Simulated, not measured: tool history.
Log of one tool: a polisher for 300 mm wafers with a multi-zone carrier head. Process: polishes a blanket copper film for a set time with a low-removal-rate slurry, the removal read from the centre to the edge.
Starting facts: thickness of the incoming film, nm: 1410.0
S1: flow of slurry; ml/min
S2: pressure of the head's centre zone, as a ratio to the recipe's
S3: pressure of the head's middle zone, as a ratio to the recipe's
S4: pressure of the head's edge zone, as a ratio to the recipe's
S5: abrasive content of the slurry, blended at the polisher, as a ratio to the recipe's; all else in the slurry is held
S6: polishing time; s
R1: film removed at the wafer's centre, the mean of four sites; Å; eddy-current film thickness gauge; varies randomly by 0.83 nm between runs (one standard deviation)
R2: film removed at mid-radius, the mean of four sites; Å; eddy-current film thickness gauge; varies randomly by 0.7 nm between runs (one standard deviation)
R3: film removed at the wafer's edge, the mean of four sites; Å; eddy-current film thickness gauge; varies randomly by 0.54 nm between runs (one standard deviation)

run 1 hour=0 | S1=160 S2=1 S3=1 S4=1 S5=1 S6=49 | R1=1542.9 R2=1494.1 R3=1533.3
run 2 hour=5.9 | S1=160 S2=1 S3=1 S4=1 S5=0.85 S6=49 | R1=1484.4 R2=1436.7 R3=1460.5
run 3 hour=7.8 | S1=150 S2=0.97 S3=0.98 S4=0.97 S5=0.75 S6=45 | R1=1266.7 R2=1220.6 R3=1266.8
run 4 hour=9 | S1=145 S2=0.94 S3=0.98 S4=0.94 S5=0.7 S6=43 | R1=1124.5 R2=1146.4 R3=1163.6
run 5 hour=15 | S1=140 S2=0.93 S3=0.97 S4=0.91 S5=0.65 S6=41 | R1=1048.2 R2=1073.3 R3=1073.7
run 6 hour=20.1 | S1=135 S2=0.91 S3=0.95 S4=0.89 S5=0.6 S6=40 | R1=962.26 R2=985.47 R3=1008.7
run 7 hour=23.4 | S1=130 S2=0.9 S3=0.94 S4=0.87 S5=0.6 S6=39 | R1=927.14 R2=937.72 R3=964.21
run 8 hour=27.6 | S1=125 S2=0.89 S3=0.94 S4=0.86 S5=0.6 S6=39 | R1=904.84 R2=926.22 R3=958.51
run 9 hour=34.3 | S1=120 S2=0.87 S3=0.95 S4=0.81 S5=0.5 S6=35 | R1=743.88 R2=792.85 R3=782.11
run 10 hour=41.6 | S1=130 S2=0.87 S3=0.94 S4=0.82 S5=0.5 S6=35 | R1=774.56 R2=801.18 R3=785.04

The next listed run, before its measurement:
run 11 hour=44.3 | S1=130 S2=0.88 S3=0.95 S4=0.84 S5=0.5 S6=35 | R1=? R2=? R3=?

R1: 768.97 Å
R2: 800.3 Å
R3: 804.68 Å
